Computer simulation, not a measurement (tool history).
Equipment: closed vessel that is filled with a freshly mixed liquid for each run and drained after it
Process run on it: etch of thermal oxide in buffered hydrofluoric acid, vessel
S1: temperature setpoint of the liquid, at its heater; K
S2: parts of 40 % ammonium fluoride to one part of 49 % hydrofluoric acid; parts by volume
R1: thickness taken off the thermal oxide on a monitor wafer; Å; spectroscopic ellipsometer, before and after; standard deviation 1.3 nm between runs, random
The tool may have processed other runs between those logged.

{"run": 1, "day": 0.0, "S1": 294.15, "S2": 12.5, "time in the liquid (s)": 85, "R1": 674.06}
{"run": 2, "day": 0.175, "S1": 295.65, "S2": 12.5, "time in the liquid (s)": 85, "R1": 736.25}
{"run": 3, "day": 0.446, "S1": 297.15, "S2": 11.5, "time in the liquid (s)": 85, "R1": 855.41}
{"run": 4, "day": 0.6, "S1": 297.15, "S2": 11.5, "time in the liquid (s)": 85, "R1": 847.67}
{"run": 5, "day": 0.962, "S1": 298.65, "S2": 11.5, "time in the liquid (s)": 85, "R1": 935.29}
{"run": 6, "day": 1.096, "S1": 297.15, "S2": 11.5, "time in the liquid (s)": 85, "R1": 869.09}
{"run": 7, "day": 1.171, "S1": 297.15, "S2": 11.5, "time in the liquid (s)": 85, "R1": 868.3}
{"run": 8, "day": 1.317, "S1": 298.15, "S2": 10.5, "time in the liquid (s)": 85, "R1": 997.99}
{"run": 9, "day": 1.65, "S1": 299.15, "S2": 10.0, "time in the liquid (s)": 85, "R1": 1086.0}
{"run": 10, "day": 1.7, "S1": 299.65, "S2": 9.5, "time in the liquid (s)": 85, "R1": 1163.0}
{"run": 11, "day": 1.983, "S1": 300.15, "S2": 9.0, "time in the liquid (s)": 85, "R1": 1241.3}
{"run": 12, "day": 2.362, "S1": 300.65, "S2": 8.5, "time in the liquid (s)": 85, "R1": 1330.5}

What will run 13 give?
{"run": 13, "day": 2.733, "S1": 301.15, "S2": 8.0, "time in the liquid (s)": 85, "R1": "?"}

R1: 1476.20 Å

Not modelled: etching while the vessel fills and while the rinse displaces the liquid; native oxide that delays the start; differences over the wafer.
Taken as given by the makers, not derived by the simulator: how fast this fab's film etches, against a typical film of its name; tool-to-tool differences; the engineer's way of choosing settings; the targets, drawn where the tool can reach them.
